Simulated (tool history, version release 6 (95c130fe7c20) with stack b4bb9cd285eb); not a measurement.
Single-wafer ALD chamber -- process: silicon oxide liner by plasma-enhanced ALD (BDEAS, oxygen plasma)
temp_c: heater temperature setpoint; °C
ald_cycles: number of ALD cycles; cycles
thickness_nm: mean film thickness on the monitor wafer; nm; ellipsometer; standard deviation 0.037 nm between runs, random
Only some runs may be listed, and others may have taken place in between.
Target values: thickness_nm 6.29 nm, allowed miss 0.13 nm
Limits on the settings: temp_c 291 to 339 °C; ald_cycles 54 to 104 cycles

run	hour	temp_c	ald_cycles	thickness_nm
1	0	315	79	7.8362
2	2.5	315	76	7.5262
3	9.9	320	76	7.4148
4	15.3	315	76	7.4802
5	16.3	311	76	7.5324
6	20.6	311	83	8.204
7	22.1	311	79	7.7606
8	22.8	311	76	7.5457
9	28	311	73	7.2724
10	31.5	313	60	5.9395

Which one of the following 4 next-run settings gets every result inside its allowed miss? There is exactly one.
A	35	308	63	?
B	35	309	66	?
C	35	301	66	?
D	35	317	57	?

move	thickness_nm
A	6.2552
B	6.5425
C	6.6412
D	5.5775
A: hits every target within its allowed miss
B: carries the result that was furthest off beyond its target, to the other side
C: carries the result that was furthest off beyond its target, to the other side
D: the biggest miss grows against the last run
Go with A: it meets all targets.
